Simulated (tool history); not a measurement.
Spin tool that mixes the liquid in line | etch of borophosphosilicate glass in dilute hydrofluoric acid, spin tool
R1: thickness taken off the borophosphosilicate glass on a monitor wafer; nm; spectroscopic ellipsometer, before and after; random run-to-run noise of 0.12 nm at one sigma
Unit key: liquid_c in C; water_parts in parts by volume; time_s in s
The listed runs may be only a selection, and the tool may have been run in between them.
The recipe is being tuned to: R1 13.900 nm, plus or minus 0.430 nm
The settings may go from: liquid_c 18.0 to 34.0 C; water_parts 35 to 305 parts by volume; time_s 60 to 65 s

Run 1, hour 0.0: liquid_c 26.0 C, water_parts 170 parts by volume, time_s 60 s. Result: R1 21.939 nm.
Run 2, hour 6.4: liquid_c 24.0 C, water_parts 170 parts by volume, time_s 60 s. Result: R1 20.486 nm.
Run 3, hour 13.3: liquid_c 24.0 C, water_parts 200 parts by volume, time_s 60 s. Result: R1 16.763 nm.
Run 4, hour 15.9: liquid_c 23.0 C, water_parts 200 parts by volume, time_s 60 s. Result: R1 16.165 nm.
At hour 18.2: thermometer replaced.
Run 5, hour 18.2: liquid_c 22.0 C, water_parts 200 parts by volume, time_s 60 s. Result: R1 14.282 nm.
Run 6, hour 25.5: liquid_c 22.0 C, water_parts 200 parts by volume, time_s 65 s. Result: R1 15.565 nm.
Run 7, hour 32.7: liquid_c 21.5 C, water_parts 200 parts by volume, time_s 65 s. Result: R1 15.335 nm.
Run 8, hour 34.9: liquid_c 21.0 C, water_parts 200 parts by volume, time_s 65 s. Result: R1 15.044 nm.
Run 9, hour 40.6: liquid_c 20.5 C, water_parts 200 parts by volume, time_s 65 s. Result: R1 14.781 nm.
Run 10, hour 42.2: liquid_c 20.0 C, water_parts 200 parts by volume, time_s 65 s. Result: R1 14.437 nm.

Pick the move, out of 5, that brings all results within their allowed miss; only one does.
Run A, hour 43.8: liquid_c 18.0 C, water_parts 165 parts by volume, time_s 60 s. Result: R1 ?.
Run B, hour 43.8: liquid_c 22.0 C, water_parts 195 parts by volume, time_s 60 s. Result: R1 ?.
Run C, hour 43.8: liquid_c 18.5 C, water_parts 175 parts by volume, time_s 60 s. Result: R1 ?.
Run D, hour 43.8: liquid_c 22.5 C, water_parts 195 parts by volume, time_s 60 s. Result: R1 ?.
Run E, hour 43.8: liquid_c 21.0 C, water_parts 215 parts by volume, time_s 65 s. Result: R1 ?.

move      R1
   A  15.458
   B  14.839
   C  14.726
   D  15.123
   E  13.758
A: lands further from the targets than the last run did
B: lands further from the targets than the last run did
C: lands further from the targets than the last run did
D: lands further from the targets than the last run did
E: all results in spec
The right move is E.

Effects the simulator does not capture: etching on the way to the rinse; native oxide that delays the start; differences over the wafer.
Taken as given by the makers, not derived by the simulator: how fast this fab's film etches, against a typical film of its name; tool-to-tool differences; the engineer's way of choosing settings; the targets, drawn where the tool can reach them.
